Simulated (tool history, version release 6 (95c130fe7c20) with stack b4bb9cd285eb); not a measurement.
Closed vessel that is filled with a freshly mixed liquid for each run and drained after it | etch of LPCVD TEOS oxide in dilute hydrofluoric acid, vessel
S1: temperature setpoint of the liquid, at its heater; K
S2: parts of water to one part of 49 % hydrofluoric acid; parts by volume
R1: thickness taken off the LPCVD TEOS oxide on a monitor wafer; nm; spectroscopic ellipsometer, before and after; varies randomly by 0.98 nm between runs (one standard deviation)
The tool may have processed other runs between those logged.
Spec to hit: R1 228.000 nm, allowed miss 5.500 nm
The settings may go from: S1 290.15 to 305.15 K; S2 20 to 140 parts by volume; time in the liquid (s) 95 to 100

{"run": 1, "hour": 0.0, "S1": 297.15, "S2": 75, "time in the liquid (s)": 95, "R1": 76.1}
{"run": 2, "hour": 0.9, "S1": 297.15, "S2": 75, "time in the liquid (s)": 95, "R1": 75.582}
{"run": 3, "hour": 6.4, "S1": 297.15, "S2": 75, "time in the liquid (s)": 100, "R1": 79.61}
{"run": 4, "hour": 14.5, "S1": 299.15, "S2": 65, "time in the liquid (s)": 100, "R1": 100.85}
{"run": 5, "hour": 16.4, "S1": 300.65, "S2": 55, "time in the liquid (s)": 100, "R1": 128.75}
{"run": 6, "hour": 25.3, "S1": 300.65, "S2": 45, "time in the liquid (s)": 100, "R1": 159.39}
{"run": 7, "hour": 29.0, "S1": 301.65, "S2": 40, "time in the liquid (s)": 100, "R1": 188.36}
{"run": 8, "hour": 31.6, "S1": 302.65, "S2": 40, "time in the liquid (s)": 100, "R1": 195.99}
{"run": 9, "hour": 33.2, "S1": 305.15, "S2": 35, "time in the liquid (s)": 100, "R1": 248.53}
{"run": 10, "hour": 39.4, "S1": 303.65, "S2": 35, "time in the liquid (s)": 100, "R1": 234.68}

Of the 4 settings listed for the next run, only one would bring every result within its allowed miss of target. Which one?
{"run": "A", "hour": 45.6, "S1": 304.65, "S2": 35, "time in the liquid (s)": 100, "R1": "?"}
{"run": "B", "hour": 45.6, "S1": 304.15, "S2": 35, "time in the liquid (s)": 100, "R1": "?"}
{"run": "C", "hour": 45.6, "S1": 299.15, "S2": 30, "time in the liquid (s)": 100, "R1": "?"}
{"run": "D", "hour": 45.6, "S1": 305.15, "S2": 35, "time in the liquid (s)": 100, "R1": "?"}

move=A R1=246.720
move=B R1=241.910
move=C R1=232.390
move=D R1=251.620
A: the biggest miss grows against the last run
B: the biggest miss grows against the last run
C: in spec on every target
D: the biggest miss grows against the last run
C is the move that brings every result within its allowed miss.
